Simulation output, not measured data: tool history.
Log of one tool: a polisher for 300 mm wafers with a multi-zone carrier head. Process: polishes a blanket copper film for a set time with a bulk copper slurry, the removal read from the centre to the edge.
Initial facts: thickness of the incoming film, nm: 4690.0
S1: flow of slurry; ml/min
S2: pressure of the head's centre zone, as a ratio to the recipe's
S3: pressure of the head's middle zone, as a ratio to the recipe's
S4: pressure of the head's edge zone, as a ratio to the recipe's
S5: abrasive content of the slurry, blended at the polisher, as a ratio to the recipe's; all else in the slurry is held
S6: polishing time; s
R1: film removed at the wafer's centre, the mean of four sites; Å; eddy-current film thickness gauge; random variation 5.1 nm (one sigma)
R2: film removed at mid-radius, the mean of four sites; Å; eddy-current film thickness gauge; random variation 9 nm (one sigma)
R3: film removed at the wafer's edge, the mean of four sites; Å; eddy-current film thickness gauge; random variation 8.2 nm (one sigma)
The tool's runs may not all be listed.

run,hour,S1,S2,S3,S4,S5,S6,R1,R2,R3
1,0,270,1,1,1,1,43,4674,4714.3,4820.1
2,7.6,270,1,1.08,1,1,43,4665.1,4884.2,4698.7
3,9,270,0.96,1.1,1.02,1.1,45,4725.6,5339.6,5044.9
4,17.8,270,0.91,1.1,1.02,1.1,45,4566.9,5227.3,5210
5,23.9,275,0.9,1.12,1.03,1.2,46,4621,5764.9,5439.6
6,28.4,275,0.9,1.12,1.03,1.05,46,4552.4,5719.2,5211.5
7,29.1,285,0.9,1.13,1.05,1.1,47,4721.1,6017.7,5525.8
8,31,295,0.9,1.13,1.07,1.15,47,4801,5877.9,5389.7
9,34.4,285,0.89,1.13,1.07,1.2,48,4881.9,6196.3,5798.2
10,36.1,285,0.89,1.13,1.07,1.25,48,4891.1,6238,5789.3
11,44.7,285,0.89,1.13,1.07,1.3,48,4983.7,6189.3,5820.5

What will run 12 give?
12,45.8,280,0.88,1.13,1.07,1.3,48,?,?,?

For run 12 the tool returned R1 4834.1 Å, R2 6217.9 Å, R3 5887.4 Å.
